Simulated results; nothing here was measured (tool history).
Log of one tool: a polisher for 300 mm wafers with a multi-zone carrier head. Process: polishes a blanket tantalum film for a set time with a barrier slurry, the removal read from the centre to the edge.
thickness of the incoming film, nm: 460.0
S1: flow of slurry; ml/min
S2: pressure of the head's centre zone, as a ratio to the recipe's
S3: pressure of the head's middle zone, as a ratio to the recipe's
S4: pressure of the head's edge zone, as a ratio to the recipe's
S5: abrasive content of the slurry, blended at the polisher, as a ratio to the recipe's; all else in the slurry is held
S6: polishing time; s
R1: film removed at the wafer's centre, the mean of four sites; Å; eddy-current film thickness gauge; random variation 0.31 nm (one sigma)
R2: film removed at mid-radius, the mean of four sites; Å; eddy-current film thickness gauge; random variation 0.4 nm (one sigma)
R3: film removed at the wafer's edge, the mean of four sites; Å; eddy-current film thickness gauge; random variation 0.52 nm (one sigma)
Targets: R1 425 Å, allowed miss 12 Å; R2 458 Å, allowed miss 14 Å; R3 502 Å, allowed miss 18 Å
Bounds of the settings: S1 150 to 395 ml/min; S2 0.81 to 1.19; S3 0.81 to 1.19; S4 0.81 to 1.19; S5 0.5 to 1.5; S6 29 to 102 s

run	hour	S1	S2	S3	S4	S5	S6	R1	R2	R3
1	0	250	1	1	1	1	65	822.18	821.9	749.52
2	8.8	245	0.98	0.98	1.01	0.95	63	784.17	764.21	701.27
3	14.2	245	0.98	0.98	1.01	0.95	69	834.11	836.03	788.96
4	15.5	270	0.98	0.98	1.01	0.95	69	855.9	834.34	790.45
# hour 19.7: edge zone pressure recalibrated
5	19.7	255	0.96	0.97	1.03	0.9	66	775.19	778.82	787.02
6	22.2	255	0.96	0.89	1.03	0.9	66	783.22	735.33	789.56
7	26.1	250	0.94	0.89	1.02	0.85	64	719.43	685.34	736.96
8	28.4	250	0.94	0.89	1.02	0.85	64	722.18	686.3	746.59
9	33	245	0.93	0.89	1.01	0.8	62	674.38	654.64	700.65
10	39.9	180	0.83	0.81	0.99	0.55	48	370.57	375.53	428.07
11	46.4	250	0.82	0.89	1.07	0.5	48	359.56	406.91	438.71
12	48.7	260	0.83	0.89	1.08	0.5	48	371.83	400.72	448.57
13	57.6	270	0.83	0.9	1.09	0.5	48	374.25	413.03	449.58
14	65.1	280	0.83	0.9	1.1	0.5	48	370.41	412.49	439.64
15	69.4	270	0.84	0.91	1.1	0.5	48	373.34	415.73	450.43

Which of these 4 next moves meets every target?
A	73.7	395	0.93	0.99	0.94	0.75	37	?	?	?
B	73.7	335	0.99	0.93	0.89	0.6	42	?	?	?
C	73.7	365	0.84	0.9	1.1	0.55	50	?	?	?
D	73.7	265	0.91	1.07	0.82	0.5	50	?	?	?

move	R1	R2	R3
A	406.4	432.23	400.76
B	435.72	413.48	395.53
C	422.14	460.06	499.88
D	419.39	488.55	401.33
A: further off than the last run
B: brings the result that was furthest off to its target, and leaves another outside
C: meets every target
D: brings the result that was furthest off to its target, and leaves another outside
Move C is the one to make.
